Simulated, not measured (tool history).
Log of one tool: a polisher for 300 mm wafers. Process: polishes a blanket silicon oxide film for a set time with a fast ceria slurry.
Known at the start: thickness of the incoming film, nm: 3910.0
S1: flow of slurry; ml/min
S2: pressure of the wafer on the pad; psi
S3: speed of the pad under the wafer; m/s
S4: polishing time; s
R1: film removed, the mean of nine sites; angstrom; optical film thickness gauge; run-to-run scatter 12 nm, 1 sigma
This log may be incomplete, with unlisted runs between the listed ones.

run  hour   S1   S2    S3  S4      R1
  1   0.0  315  3.3  1.06  31  5736.3
  2   5.5  315  3.3  1.06  27  4980.7
  3  13.7  315  2.8  1.06  27  4256.4
  4  20.6  365  2.8  1.06  27  4363.9
  5  24.6  365  3.1  1.06  27  4814.1
  6  30.1  365  3.4  1.06  27  5104.2
  7  37.1  365  3.7  1.08  27  5727.6
     42.9  -- slurry nozzle cleaned
  8  42.9  365  3.9  1.08  27  6156.9
  9  44.3  365  4.1  1.08  27  6619.1
 10  51.1  365  4.2  1.08  27  6679.8

Estimate the outcome of run 11 from the log above:
 11  57.1  365  5.2  1.10  27   ?

R1: 8396.3 angstrom

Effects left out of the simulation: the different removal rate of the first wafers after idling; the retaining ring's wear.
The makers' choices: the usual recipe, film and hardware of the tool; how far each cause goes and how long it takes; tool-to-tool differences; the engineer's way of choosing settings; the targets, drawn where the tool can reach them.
